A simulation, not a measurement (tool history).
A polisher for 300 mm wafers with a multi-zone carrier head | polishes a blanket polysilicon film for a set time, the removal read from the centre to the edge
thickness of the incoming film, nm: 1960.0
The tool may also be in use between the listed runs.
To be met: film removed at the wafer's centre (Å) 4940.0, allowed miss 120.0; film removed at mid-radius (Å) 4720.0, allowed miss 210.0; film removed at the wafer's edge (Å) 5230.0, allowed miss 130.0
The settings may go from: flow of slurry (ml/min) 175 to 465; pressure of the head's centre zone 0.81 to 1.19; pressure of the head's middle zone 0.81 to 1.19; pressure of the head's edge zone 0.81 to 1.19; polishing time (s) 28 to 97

run	hour	flow of slurry (ml/min)	pressure of the head's centre zone	pressure of the head's middle zone	pressure of the head's edge zone	polishing time (s)	film removed at the wafer's centre (Å)	film removed at mid-radius (Å)	film removed at the wafer's edge (Å)
1	0.0	295	1.00	1.00	1.00	62	3917.6	3880.0	3961.2
2	3.0	295	1.00	1.00	1.00	49	3076.0	3114.4	3111.7
3	8.3	295	1.00	1.00	1.00	34	2153.0	2150.4	2164.4
4	15.3	230	1.00	1.00	1.00	34	2063.7	2136.7	2158.5
5	20.8	230	1.00	1.04	1.00	34	2100.3	2198.5	2110.4
6	22.3	240	1.00	1.03	1.02	38	2344.8	2436.8	2414.5
7	25.7	240	1.01	1.03	1.04	41	2525.8	2641.5	2637.4
8	27.6	245	1.02	1.03	1.06	43	2687.0	2742.0	2785.8
9	36.1	245	1.02	1.03	1.06	43	2700.2	2757.0	2788.6
10	37.5	250	1.03	1.03	1.07	46	2939.1	2995.7	2952.3

Which of these 4 next moves meets every target?
A	38.9	265	1.02	0.95	1.13	78	?	?	?
B	38.9	275	1.13	1.10	1.09	75	?	?	?
C	38.9	240	1.04	0.98	1.08	77	?	?	?
D	38.9	295	1.06	1.17	1.10	74	?	?	?

move	film removed at the wafer's centre (Å)	film removed at mid-radius (Å)	film removed at the wafer's edge (Å)
A	4953.2	4740.4	5182.7
B	5304.1	5174.2	4903.3
C	4939.4	4761.4	4976.2
D	4940.7	5416.5	4874.9
A: meets every target
B: nearer than the last run, and not there yet
C: nearer than the last run, and not there yet
D: nearer than the last run, and not there yet
The right move is A.

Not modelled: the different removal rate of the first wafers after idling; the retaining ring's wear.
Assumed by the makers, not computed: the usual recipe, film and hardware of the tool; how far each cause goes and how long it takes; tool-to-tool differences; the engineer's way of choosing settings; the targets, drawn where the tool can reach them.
